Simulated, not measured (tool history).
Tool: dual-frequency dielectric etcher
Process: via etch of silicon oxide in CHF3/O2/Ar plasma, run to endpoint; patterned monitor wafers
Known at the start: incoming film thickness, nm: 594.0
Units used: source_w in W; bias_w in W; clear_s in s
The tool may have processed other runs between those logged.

run 1 hour=0 | source_w=850 bias_w=149 | clear_s=268.91
run 2 hour=4.4 | source_w=710 bias_w=149 | clear_s=304.23
run 3 hour=6 | source_w=840 bias_w=149 | clear_s=275.33
run 4 hour=12.5 | source_w=880 bias_w=150 | clear_s=264.37
run 5 hour=14 | source_w=910 bias_w=151 | clear_s=257.03
run 6 hour=21.9 | source_w=930 bias_w=151 | clear_s=255.45
run 7 hour=24.7 | source_w=950 bias_w=152 | clear_s=253.36
run 8 hour=26.7 | source_w=970 bias_w=153 | clear_s=252.14
run 9 hour=29.4 | source_w=990 bias_w=154 | clear_s=245.77

Run 10 is up next; what results do you expect?
run 10 hour=35.6 | source_w=1000 bias_w=154 | clear_s=?

{"run 10": {"clear_s": 244.5}}
